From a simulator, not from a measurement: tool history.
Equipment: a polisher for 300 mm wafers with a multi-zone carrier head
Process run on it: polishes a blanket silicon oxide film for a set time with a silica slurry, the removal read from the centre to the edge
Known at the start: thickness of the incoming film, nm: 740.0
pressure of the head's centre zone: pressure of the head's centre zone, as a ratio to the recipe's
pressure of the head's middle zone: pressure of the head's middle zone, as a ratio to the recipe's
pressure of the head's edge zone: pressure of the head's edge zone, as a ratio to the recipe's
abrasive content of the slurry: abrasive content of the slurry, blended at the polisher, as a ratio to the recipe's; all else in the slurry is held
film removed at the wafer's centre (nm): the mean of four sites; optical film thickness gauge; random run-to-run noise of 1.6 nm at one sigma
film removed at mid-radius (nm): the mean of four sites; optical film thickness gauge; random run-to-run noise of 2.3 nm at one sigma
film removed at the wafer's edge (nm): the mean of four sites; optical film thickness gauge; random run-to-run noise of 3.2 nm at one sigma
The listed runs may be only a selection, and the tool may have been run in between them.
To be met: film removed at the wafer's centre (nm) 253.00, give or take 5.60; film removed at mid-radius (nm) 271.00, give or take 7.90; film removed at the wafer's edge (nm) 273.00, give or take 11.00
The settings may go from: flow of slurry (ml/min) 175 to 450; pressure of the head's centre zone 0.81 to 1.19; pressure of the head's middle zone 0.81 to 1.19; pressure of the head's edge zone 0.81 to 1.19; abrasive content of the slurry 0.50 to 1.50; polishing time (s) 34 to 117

run,hour,flow of slurry (ml/min),pressure of the head's centre zone,pressure of the head's middle zone,pressure of the head's edge zone,abrasive content of the slurry,polishing time (s),film removed at the wafer's centre (nm),film removed at mid-radius (nm),film removed at the wafer's edge (nm)
1,0.0,290,1.00,1.00,1.00,1.00,75,199.60,190.93,196.71
2,3.7,295,1.00,1.03,1.04,1.10,75,204.81,202.17,206.61
3,10.6,295,0.92,1.03,1.04,1.10,75,188.79,205.52,206.91
4,14.2,300,0.94,1.05,1.07,1.20,76,204.06,219.63,221.45
5,23.1,305,0.95,1.06,1.09,1.25,77,213.79,230.07,224.20
6,30.9,290,0.94,1.05,1.10,1.30,79,217.83,233.14,234.96
# hour 33.0: slurry nozzle cleaned
7,33.0,305,0.94,1.05,1.12,1.35,80,234.28,248.10,253.42
8,36.3,385,0.94,1.09,1.16,1.35,80,235.98,259.27,265.95
9,37.2,385,0.94,1.09,1.16,1.35,80,234.68,261.86,263.43

Which one of the following 5 next-run settings gets every result inside its allowed miss? There is exactly one.
A,38.1,385,0.86,1.16,1.14,1.35,82,?,?,?
B,38.1,380,0.94,1.14,1.18,1.35,81,?,?,?
C,38.1,375,0.95,1.07,1.14,1.50,81,?,?,?
D,38.1,440,0.84,0.99,1.19,1.20,84,?,?,?
E,38.1,450,0.81,1.09,1.11,1.20,85,?,?,?

move,film removed at the wafer's centre (nm),film removed at mid-radius (nm),film removed at the wafer's edge (nm)
A,222.85,283.42,267.99
B,240.50,275.40,269.37
C,251.60,270.14,274.34
D,215.62,245.39,271.66
E,210.81,269.92,265.13
A: its largest miss is bigger than the last run's
B: better than the last run, though not everything is in spec
C: all results land within tolerance of their targets
D: its largest miss is bigger than the last run's
E: its largest miss is bigger than the last run's
C meets every target.
